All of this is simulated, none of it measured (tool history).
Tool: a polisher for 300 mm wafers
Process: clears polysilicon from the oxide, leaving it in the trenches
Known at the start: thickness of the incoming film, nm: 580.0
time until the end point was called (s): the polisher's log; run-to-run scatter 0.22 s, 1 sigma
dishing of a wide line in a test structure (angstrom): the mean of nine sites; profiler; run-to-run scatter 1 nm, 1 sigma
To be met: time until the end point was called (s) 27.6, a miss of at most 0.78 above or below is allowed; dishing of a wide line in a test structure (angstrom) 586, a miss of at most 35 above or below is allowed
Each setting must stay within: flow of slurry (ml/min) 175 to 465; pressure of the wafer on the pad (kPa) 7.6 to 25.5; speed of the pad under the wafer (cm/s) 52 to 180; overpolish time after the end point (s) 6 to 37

run  hour  flow of slurry (ml/min)  pressure of the wafer on the pad (kPa)  speed of the pad under the wafer (cm/s)  overpolish time after the end point (s)  time until the end point was called (s)  dishing of a wide line in a test structure (angstrom)
  1     0                      295                                    16.5                                      116                                       19                                   43.074                                                 729.49
  2   8.3                      295                                    16.5                                       92                                       19                                   53.961                                                 691.92
  3  10.2                      325                                    18.6                                       94                                       16                                   47.512                                                 670.95
  4  11.7                      325                                    17.2                                       94                                       16                                   51.142                                                 654.29
  5  17.6                      325                                    13.8                                       94                                       16                                   61.397                                                 600.65
  6  19.4                      360                                    15.9                                      102                                       13                                   50.344                                                 609.83
  7  26.6                      385                                    17.9                                      106                                       11                                   43.818                                                 614.36
  8  31.1                      385                                    17.9                                      106                                       11                                   43.783                                                 621.37
  9  32.4                      385                                    17.9                                      106                                       11                                   42.837                                                 604.06
 10  37.5                      405                                    19.3                                      108                                       10                                   39.477                                                 612.89
 11  39.7                      420                                    20.7                                      110                                        9                                   37.051                                                  598.6
 12  46.4                      430                                    22.1                                      112                                        8                                    33.69                                                 600.37
 13  51.2                      440                                    22.8                                      114                                        7                                    32.56                                                 578.41

Which single option among these 4 for the next run brings every result within its allowed miss of target? Just one does.
  A    56                      465                                    25.5                                      122                                        6                                        ?                                                      ?
  B    56                      460                                    24.1                                       84                                       11                                        ?                                                      ?
  C    56                      465                                    25.5                                      114                                       12                                        ?                                                      ?
  D    56                      380                                    24.8                                      136                                       12                                        ?                                                      ?

move  time until the end point was called (s)  dishing of a wide line in a test structure (angstrom)
   A                                   27.877                                                 593.72
   B                                   42.012                                                 638.55
   C                                   29.774                                                 709.64
   D                                   25.958                                                 723.47
A: meets every target
B: its largest miss is bigger than the last run's
C: nearer than the last run, and not there yet
D: moves the result that the last run missed by most past its target, out the other side
Correct choice: A, which meets every target
